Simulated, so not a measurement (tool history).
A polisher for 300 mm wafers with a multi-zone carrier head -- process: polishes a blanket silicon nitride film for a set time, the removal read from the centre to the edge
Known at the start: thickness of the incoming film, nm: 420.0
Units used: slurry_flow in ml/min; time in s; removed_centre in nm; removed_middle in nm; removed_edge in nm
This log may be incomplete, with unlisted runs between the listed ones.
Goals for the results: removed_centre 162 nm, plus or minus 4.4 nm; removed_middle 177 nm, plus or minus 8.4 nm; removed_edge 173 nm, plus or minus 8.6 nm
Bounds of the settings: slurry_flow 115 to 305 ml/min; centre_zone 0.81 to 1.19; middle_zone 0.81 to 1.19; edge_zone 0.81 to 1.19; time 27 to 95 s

| run | hour | slurry_flow | centre_zone | middle_zone | edge_zone | time | removed_centre | removed_middle | removed_edge |
|---|---|---|---|---|---|---|---|---|---|
| 1 | 0 | 195 | 1 | 1 | 1 | 61 | 126.23 | 125.85 | 130.38 |
| 2 | 2.5 | 200 | 1.01 | 1.03 | 1.03 | 63 | 128.86 | 134.93 | 134.51 |
| 3 | 5.6 | 200 | 1.01 | 0.97 | 1.03 | 63 | 130.17 | 127.12 | 136.43 |
| 4 | 13.6 | 205 | 1.02 | 0.99 | 1.05 | 66 | 138.37 | 133.9 | 143.17 |
| 5 | 21.6 | 205 | 1.02 | 0.99 | 1.05 | 53 | 109.66 | 105.69 | 114.6 |
| 6 | 29.7 | 205 | 1.01 | 1 | 1.05 | 58 | 119.21 | 117.87 | 126.99 |
| 7 | 31.4 | 210 | 1.01 | 1.02 | 1.06 | 61 | 126.97 | 129.42 | 131.44 |
| 8 | 40 | 205 | 1.01 | 1.02 | 1.06 | 64 | 133.03 | 131.99 | 138.47 |
| 9 | 44 | 205 | 1 | 1.03 | 1.06 | 67 | 137.46 | 140.61 | 145.25 |
| 10 | 48.9 | 210 | 1 | 1.04 | 1.06 | 69 | 141.01 | 148.68 | 146.06 |
| 11 | 50.6 | 200 | 1 | 1.05 | 1.06 | 71 | 146.01 | 152.07 | 153.09 |
| 12 | 51.8 | 205 | 1 | 1.06 | 1.07 | 72 | 148.01 | 155.47 | 156.11 |
| 13 | 59.2 | 210 | 1 | 1.07 | 1.08 | 73 | 149.57 | 158.62 | 157.12 |
| 14 | 64.7 | 210 | 1 | 1.07 | 1.08 | 74 | 149.78 | 160.85 | 159.59 |

Consider the 4 candidate settings below. Which is the only one whose results all fall within their allowed miss of target?
| A | 70.2 | 145 | 0.99 | 0.84 | 1.18 | 82 | ? | ? | ? |
| B | 70.2 | 210 | 1.02 | 1.14 | 1.18 | 77 | ? | ? | ? |
| C | 70.2 | 255 | 1.02 | 1.02 | 1.03 | 66 | ? | ? | ? |
| D | 70.2 | 235 | 0.97 | 0.96 | 1.03 | 77 | ? | ? | ? |

| move | removed_centre | removed_middle | removed_edge |
|---|---|---|---|
| A | 160.29 | 139.65 | 179.85 |
| B | 162.13 | 176.03 | 172.93 |
| C | 141.67 | 139.74 | 141.98 |
| D | 155.76 | 153.8 | 164.86 |
A: the worst result of the last run now meets its target, but another is out of spec
B: in spec on every target
C: its largest miss is bigger than the last run's
D: as far off as the last run
The right move is B.

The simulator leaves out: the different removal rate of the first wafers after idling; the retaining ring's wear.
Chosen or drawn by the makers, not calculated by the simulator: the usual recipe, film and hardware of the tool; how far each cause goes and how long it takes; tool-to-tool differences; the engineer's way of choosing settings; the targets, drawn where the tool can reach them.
